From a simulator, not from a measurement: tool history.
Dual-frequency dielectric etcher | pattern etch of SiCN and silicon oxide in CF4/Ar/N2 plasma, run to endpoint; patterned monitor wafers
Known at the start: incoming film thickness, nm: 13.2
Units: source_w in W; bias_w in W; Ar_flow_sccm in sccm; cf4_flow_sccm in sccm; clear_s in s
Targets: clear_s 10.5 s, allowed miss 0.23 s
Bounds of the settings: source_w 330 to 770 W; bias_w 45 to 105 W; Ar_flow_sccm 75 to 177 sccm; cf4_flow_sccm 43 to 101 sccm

run    day  source_w  bias_w  Ar_flow_sccm  cf4_flow_sccm  clear_s
  1      0       550      75           126             72   13.926
  2  0.329       480      75           126             72   16.385
  3  0.371       480      75           126             76   16.105
  4  0.425       550      76           126             76   13.764
  5  0.508       550      76           111             76   13.601
  6  0.558       490      76           111             76   15.114
  7  0.658       490      76           111             76    15.46
  8  0.742       550      77           111             76   13.496
  9  1.108       660      78           111             76   10.793

Which of these 4 next moves meets every target?
  A  1.475       640      72            87             73        ?
  B  1.475       640      79            90             85        ?
  C  1.475       640      71            88             90        ?
  D  1.475       630      84           119             75        ?

move  clear_s
   A   11.149
   B     10.6
   C    10.94
   D   11.242
A: further off than the last run
B: meets every target
C: further off than the last run
D: further off than the last run
The right move is B.

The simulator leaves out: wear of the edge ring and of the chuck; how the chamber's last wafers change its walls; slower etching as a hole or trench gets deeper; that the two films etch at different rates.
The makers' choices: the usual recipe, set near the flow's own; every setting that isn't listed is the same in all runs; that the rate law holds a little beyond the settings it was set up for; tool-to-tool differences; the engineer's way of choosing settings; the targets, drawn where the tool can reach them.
